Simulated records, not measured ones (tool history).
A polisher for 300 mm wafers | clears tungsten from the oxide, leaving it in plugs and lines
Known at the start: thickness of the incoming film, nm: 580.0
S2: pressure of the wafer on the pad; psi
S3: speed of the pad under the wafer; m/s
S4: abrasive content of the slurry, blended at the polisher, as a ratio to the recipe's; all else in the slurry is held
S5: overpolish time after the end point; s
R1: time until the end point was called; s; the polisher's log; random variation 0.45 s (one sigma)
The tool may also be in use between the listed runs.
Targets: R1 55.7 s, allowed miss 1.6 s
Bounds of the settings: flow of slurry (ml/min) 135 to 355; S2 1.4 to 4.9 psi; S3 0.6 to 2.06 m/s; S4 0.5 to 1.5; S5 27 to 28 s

Run 1, hour 0: flow of slurry (ml/min) 225, S2 3.1 psi, S3 1.32 m/s, S4 1, S5 27 s. Result: R1 106.62 s.
Run 2, hour 4.7: flow of slurry (ml/min) 225, S2 3.5 psi, S3 1.32 m/s, S4 1, S5 27 s. Result: R1 94.207 s.
Run 3, hour 5.4: flow of slurry (ml/min) 270, S2 3.5 psi, S3 1.32 m/s, S4 1, S5 27 s. Result: R1 92.989 s.
Run 4, hour 11: flow of slurry (ml/min) 270, S2 3.5 psi, S3 1.32 m/s, S4 1, S5 27 s. Result: R1 93.897 s.
Run 5, hour 13.9: flow of slurry (ml/min) 270, S2 3.5 psi, S3 1.58 m/s, S4 1, S5 27 s. Result: R1 80.43 s.
Run 6, hour 17: flow of slurry (ml/min) 270, S2 4 psi, S3 1.58 m/s, S4 1, S5 27 s. Result: R1 69.704 s.
Run 7, hour 17.6: flow of slurry (ml/min) 270, S2 4.1 psi, S3 1.58 m/s, S4 1, S5 27 s. Result: R1 68.429 s.
Run 8, hour 22.7: flow of slurry (ml/min) 270, S2 4.1 psi, S3 1.58 m/s, S4 1, S5 27 s. Result: R1 67.039 s.
Run 9, hour 23.5: flow of slurry (ml/min) 270, S2 4.2 psi, S3 1.58 m/s, S4 1, S5 27 s. Result: R1 65.457 s.
Run 10, hour 29: flow of slurry (ml/min) 270, S2 4.3 psi, S3 1.58 m/s, S4 1, S5 27 s. Result: R1 64.048 s.
Run 11, hour 35.9: flow of slurry (ml/min) 270, S2 4.4 psi, S3 1.58 m/s, S4 1, S5 27 s. Result: R1 63.19 s.
Run 12, hour 42.7: flow of slurry (ml/min) 270, S2 4.5 psi, S3 1.58 m/s, S4 1, S5 27 s. Result: R1 63.078 s.
Run 13, hour 44.6: flow of slurry (ml/min) 270, S2 4.6 psi, S3 1.6 m/s, S4 1, S5 27 s. Result: R1 60.843 s.
Run 14, hour 53: flow of slurry (ml/min) 275, S2 4.7 psi, S3 1.6 m/s, S4 1, S5 27 s. Result: R1 58.603 s.
Run 15, hour 56.1: flow of slurry (ml/min) 275, S2 4.8 psi, S3 1.6 m/s, S4 1, S5 27 s. Result: R1 57.618 s.

4 next moves are on the table. One of them brings every result within its allowed miss. Which?
Run A, hour 59.2: flow of slurry (ml/min) 265, S2 4.7 psi, S3 1.68 m/s, S4 1.05, S5 27 s. Result: R1 ?.
Run B, hour 59.2: flow of slurry (ml/min) 265, S2 4.7 psi, S3 1.56 m/s, S4 1.05, S5 27 s. Result: R1 ?.
Run C, hour 59.2: flow of slurry (ml/min) 310, S2 4.8 psi, S3 1.38 m/s, S4 1.2, S5 28 s. Result: R1 ?.
Run D, hour 59.2: flow of slurry (ml/min) 295, S2 4.9 psi, S3 1.76 m/s, S4 1, S5 27 s. Result: R1 ?.

move      R1
   A  56.033
   B  60.094
   C  63.715
   D  51.501
A: meets every target
B: further off than the last run
C: further off than the last run
D: takes the result that was furthest off past its target
Move A is the one to make.
